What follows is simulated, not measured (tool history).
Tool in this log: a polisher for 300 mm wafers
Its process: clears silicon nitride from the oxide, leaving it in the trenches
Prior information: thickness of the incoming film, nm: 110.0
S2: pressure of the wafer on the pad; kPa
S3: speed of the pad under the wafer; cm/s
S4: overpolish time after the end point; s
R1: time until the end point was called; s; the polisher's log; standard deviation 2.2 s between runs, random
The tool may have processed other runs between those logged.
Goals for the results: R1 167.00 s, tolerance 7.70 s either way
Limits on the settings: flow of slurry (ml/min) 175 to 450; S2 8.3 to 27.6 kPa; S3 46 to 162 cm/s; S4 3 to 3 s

run 1 hour=0.0 | flow_of_slurry_(ml/min)=290 S2=17.9 S3=104 S4=3 | R1=130.24
run 2 hour=1.3 | flow_of_slurry_(ml/min)=290 S2=17.9 S3=128 S4=3 | R1=105.73
run 3 hour=5.6 | flow_of_slurry_(ml/min)=290 S2=17.9 S3=128 S4=3 | R1=107.13
run 4 hour=6.8 | flow_of_slurry_(ml/min)=290 S2=17.9 S3=128 S4=3 | R1=107.38
run 5 hour=13.7 | flow_of_slurry_(ml/min)=290 S2=15.9 S3=128 S4=3 | R1=117.72
run 6 hour=22.4 | flow_of_slurry_(ml/min)=290 S2=15.9 S3=138 S4=3 | R1=112.22
run 7 hour=28.0 | flow_of_slurry_(ml/min)=290 S2=14.5 S3=138 S4=3 | R1=123.72
run 8 hour=33.3 | flow_of_slurry_(ml/min)=290 S2=13.1 S3=138 S4=3 | R1=133.11
run 9 hour=37.0 | flow_of_slurry_(ml/min)=290 S2=12.4 S3=138 S4=3 | R1=141.50
run 10 hour=46.1 | flow_of_slurry_(ml/min)=290 S2=11.7 S3=138 S4=3 | R1=148.86
run 11 hour=51.9 | flow_of_slurry_(ml/min)=290 S2=11.0 S3=138 S4=3 | R1=157.93

Below are 4 possible settings for the next run. Only one of them brings all results inside the allowed miss of their targets. Which is it?
run A hour=57.7 | flow_of_slurry_(ml/min)=240 S2=9.7 S3=136 S4=3 | R1=?
run B hour=57.7 | flow_of_slurry_(ml/min)=285 S2=11.0 S3=128 S4=3 | R1=?
run C hour=57.7 | flow_of_slurry_(ml/min)=185 S2=11.7 S3=120 S4=3 | R1=?
run D hour=57.7 | flow_of_slurry_(ml/min)=265 S2=10.3 S3=124 S4=3 | R1=?

move=A R1=181.98
move=B R1=166.83
move=C R1=176.30
move=D R1=184.15
A: takes the biggest miss from the last run beyond its target
B: hits every target within its allowed miss
C: takes the biggest miss from the last run beyond its target
D: takes the biggest miss from the last run beyond its target
Correct choice: B, which meets every target
